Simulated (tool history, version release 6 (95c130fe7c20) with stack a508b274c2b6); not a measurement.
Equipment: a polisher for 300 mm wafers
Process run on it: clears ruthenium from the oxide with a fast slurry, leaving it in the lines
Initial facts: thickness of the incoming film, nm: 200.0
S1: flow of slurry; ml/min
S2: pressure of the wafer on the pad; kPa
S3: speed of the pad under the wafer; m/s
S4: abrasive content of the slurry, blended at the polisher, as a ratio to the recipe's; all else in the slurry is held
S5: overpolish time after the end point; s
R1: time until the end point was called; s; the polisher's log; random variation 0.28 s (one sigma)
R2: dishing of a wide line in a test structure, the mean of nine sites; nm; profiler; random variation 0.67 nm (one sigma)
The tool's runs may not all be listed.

run,hour,S1,S2,S3,S4,S5,R1,R2
1,0.0,290,19.3,1.18,1.0,14,41.966,43.016
2,7.6,290,22.8,1.18,1.0,14,38.114,45.674
3,11.9,325,22.8,1.18,1.0,14,37.539,46.906
4,20.8,325,23.4,1.18,1.0,14,37.220,47.531
5,28.2,325,26.9,1.18,1.0,14,33.982,50.515
6,29.2,325,26.9,1.20,1.0,14,33.807,51.145
7,33.1,325,26.9,1.22,1.0,14,33.165,50.822

Run 8 comes next. What will it give?
8,40.9,325,29.0,1.28,1.0,12,?,?

R1: 29.852 s
R2: 49.977 nm

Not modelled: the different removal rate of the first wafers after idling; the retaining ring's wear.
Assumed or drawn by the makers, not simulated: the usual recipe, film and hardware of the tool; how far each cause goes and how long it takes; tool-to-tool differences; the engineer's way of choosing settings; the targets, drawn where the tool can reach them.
